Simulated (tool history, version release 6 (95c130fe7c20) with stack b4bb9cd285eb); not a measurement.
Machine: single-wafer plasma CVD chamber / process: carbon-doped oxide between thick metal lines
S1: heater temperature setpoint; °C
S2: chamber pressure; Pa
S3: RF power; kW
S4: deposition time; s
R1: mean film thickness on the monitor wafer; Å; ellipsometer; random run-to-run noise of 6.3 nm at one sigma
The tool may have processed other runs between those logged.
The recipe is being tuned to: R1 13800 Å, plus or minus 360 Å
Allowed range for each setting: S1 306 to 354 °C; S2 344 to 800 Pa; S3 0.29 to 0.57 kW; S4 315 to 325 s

{"run": 1, "hour": 0.0, "S1": 330, "S2": 572, "S3": 0.43, "S4": 315, "R1": 14551}
{"run": 2, "hour": 6.7, "S1": 331, "S2": 561, "S3": 0.425, "S4": 315, "R1": 14318}
{"run": 3, "hour": 8.6, "S1": 332, "S2": 553, "S3": 0.425, "S4": 315, "R1": 14362}
{"run": 4, "hour": 15.0, "S1": 332, "S2": 553, "S3": 0.46, "S4": 315, "R1": 15405}
{"run": 5, "hour": 23.4, "S1": 333, "S2": 545, "S3": 0.45, "S4": 315, "R1": 14797}
{"run": 6, "hour": 31.6, "S1": 343, "S2": 545, "S3": 0.45, "S4": 315, "R1": 14614}
{"run": 7, "hour": 38.1, "S1": 343, "S2": 545, "S3": 0.45, "S4": 315, "R1": 14670}
{"run": 8, "hour": 46.6, "S1": 343, "S2": 536, "S3": 0.445, "S4": 315, "R1": 14391}

4 next moves are on the table. One of them brings every result within its allowed miss. Which?
{"run": "A", "hour": 55.1, "S1": 343, "S2": 512, "S3": 0.43, "S4": 315, "R1": "?"}
{"run": "B", "hour": 55.1, "S1": 351, "S2": 545, "S3": 0.405, "S4": 315, "R1": "?"}
{"run": "C", "hour": 55.1, "S1": 354, "S2": 480, "S3": 0.425, "S4": 315, "R1": "?"}
{"run": "D", "hour": 55.1, "S1": 345, "S2": 569, "S3": 0.405, "S4": 315, "R1": "?"}

move=A R1=13817
move=B R1=12892
move=C R1=13225
move=D R1=13145
A: all results land within tolerance of their targets
B: moves the result that the last run missed by most past its target, out the other side
C: moves the result that the last run missed by most past its target, out the other side
D: moves the result that the last run missed by most past its target, out the other side
Go with A: it meets all targets.

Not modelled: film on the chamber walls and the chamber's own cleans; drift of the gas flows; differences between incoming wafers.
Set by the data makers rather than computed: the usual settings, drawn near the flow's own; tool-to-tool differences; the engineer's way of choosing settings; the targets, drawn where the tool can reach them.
